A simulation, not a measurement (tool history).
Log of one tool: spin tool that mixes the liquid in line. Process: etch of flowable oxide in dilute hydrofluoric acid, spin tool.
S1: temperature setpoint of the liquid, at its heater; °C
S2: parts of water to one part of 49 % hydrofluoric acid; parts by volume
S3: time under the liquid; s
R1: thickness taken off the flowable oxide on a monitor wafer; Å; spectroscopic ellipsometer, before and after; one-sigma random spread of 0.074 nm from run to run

Run 1, day 0.000: S1 24.0 °C, S2 75 parts by volume, S3 30 s. Result: R1 133.070 Å.
Run 2, day 0.338: S1 25.5 °C, S2 75 parts by volume, S3 30 s. Result: R1 141.330 Å.
Run 3, day 0.554: S1 26.5 °C, S2 75 parts by volume, S3 30 s. Result: R1 148.260 Å.
Run 4, day 0.775: S1 26.5 °C, S2 75 parts by volume, S3 20 s. Result: R1 99.046 Å.
Run 5, day 0.929: S1 24.0 °C, S2 65 parts by volume, S3 20 s. Result: R1 103.740 Å.
Run 6, day 0.967: S1 24.0 °C, S2 65 parts by volume, S3 20 s. Result: R1 104.790 Å.
Run 7, day 1.054: S1 28.0 °C, S2 55 parts by volume, S3 20 s. Result: R1 146.460 Å.

Run 8 has not been measured yet. What should we expect?
Run 8, day 1.325: S1 28.5 °C, S2 55 parts by volume, S3 20 s. Result: R1 ?.

Run 8 came out at R1 148.480 Å.
